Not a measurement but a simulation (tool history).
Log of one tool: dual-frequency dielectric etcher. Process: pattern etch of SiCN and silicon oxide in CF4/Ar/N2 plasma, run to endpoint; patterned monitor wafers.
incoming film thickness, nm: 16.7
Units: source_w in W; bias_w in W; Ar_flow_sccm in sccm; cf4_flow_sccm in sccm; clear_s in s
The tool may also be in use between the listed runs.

run  hour  source_w  bias_w  Ar_flow_sccm  cf4_flow_sccm  clear_s
  1     0       580      94           102             61   13.204
  2   2.4       580     101           102             61    12.84
  3   9.2       580     112           102             61   12.387
  4  10.2       580     120           102             61    12.18
  5  12.6       610     121           102             61    11.48
  6  14.2       630     121           102             61    11.18
  7  18.2       650     121           102             61   10.868

The next listed run, before its measurement:
  8  25.7       660     121           102             61        ?

{"run 8": {"clear_s": 10.729}}

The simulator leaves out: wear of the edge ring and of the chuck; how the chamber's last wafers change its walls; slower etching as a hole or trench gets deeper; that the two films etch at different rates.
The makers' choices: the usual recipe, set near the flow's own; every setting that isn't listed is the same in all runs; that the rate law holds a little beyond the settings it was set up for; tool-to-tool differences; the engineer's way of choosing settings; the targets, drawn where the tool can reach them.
